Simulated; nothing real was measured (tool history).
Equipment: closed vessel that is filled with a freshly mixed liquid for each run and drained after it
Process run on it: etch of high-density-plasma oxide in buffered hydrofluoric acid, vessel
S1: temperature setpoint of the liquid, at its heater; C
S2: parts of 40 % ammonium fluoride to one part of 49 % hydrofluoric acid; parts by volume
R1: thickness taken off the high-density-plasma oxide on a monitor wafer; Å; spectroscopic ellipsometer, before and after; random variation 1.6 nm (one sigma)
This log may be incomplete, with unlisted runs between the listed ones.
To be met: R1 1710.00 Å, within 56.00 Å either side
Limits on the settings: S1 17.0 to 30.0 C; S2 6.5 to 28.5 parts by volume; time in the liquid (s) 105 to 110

run 1 day=0.000 | S1=22.0 S2=17.5 time_in_the_liquid_(s)=105 | R1=776.08
run 2 day=0.267 | S1=20.5 S2=17.5 time_in_the_liquid_(s)=105 | R1=711.27
run 3 day=0.625 | S1=20.5 S2=13.0 time_in_the_liquid_(s)=105 | R1=946.21
run 4 day=0.929 | S1=23.5 S2=13.0 time_in_the_liquid_(s)=105 | R1=1103.80
run 5 day=1.121 | S1=25.0 S2=12.5 time_in_the_liquid_(s)=105 | R1=1266.80
run 6 day=1.379 | S1=25.0 S2=12.5 time_in_the_liquid_(s)=105 | R1=1264.10
run 7 day=1.471 | S1=26.0 S2=12.5 time_in_the_liquid_(s)=105 | R1=1322.60
run 8 day=1.654 | S1=27.0 S2=12.5 time_in_the_liquid_(s)=105 | R1=1420.90
run 9 day=1.950 | S1=27.5 S2=12.5 time_in_the_liquid_(s)=105 | R1=1403.50
run 10 day=2.129 | S1=28.0 S2=12.0 time_in_the_liquid_(s)=105 | R1=1535.60
run 11 day=2.471 | S1=28.5 S2=12.0 time_in_the_liquid_(s)=105 | R1=1583.00
-- day=2.729 hydrofluoric acid flow meter replaced
run 12 day=2.729 | S1=29.0 S2=12.0 time_in_the_liquid_(s)=105 | R1=1501.00
run 13 day=3.096 | S1=29.0 S2=11.5 time_in_the_liquid_(s)=105 | R1=1510.10
run 14 day=3.329 | S1=29.0 S2=11.0 time_in_the_liquid_(s)=105 | R1=1631.50
run 15 day=3.642 | S1=29.5 S2=11.0 time_in_the_liquid_(s)=105 | R1=1647.20

Exactly one of the 5 candidate moves below puts every result within its allowed miss. Which one?
run A day=3.954 | S1=29.5 S2=10.5 time_in_the_liquid_(s)=105 | R1=?
run B day=3.954 | S1=29.5 S2=12.0 time_in_the_liquid_(s)=105 | R1=?
run C day=3.954 | S1=28.5 S2=11.5 time_in_the_liquid_(s)=110 | R1=?
run D day=3.954 | S1=30.0 S2=12.5 time_in_the_liquid_(s)=110 | R1=?
run E day=3.954 | S1=28.5 S2=11.0 time_in_the_liquid_(s)=105 | R1=?

move=A R1=1711.50
move=B R1=1502.80
move=C R1=1556.60
move=D R1=1553.10
move=E R1=1551.60
A: hits every target within its allowed miss
B: the biggest miss grows against the last run
C: the biggest miss grows against the last run
D: the biggest miss grows against the last run
E: the biggest miss grows against the last run
So the answer is move A, the one that meets all the targets.
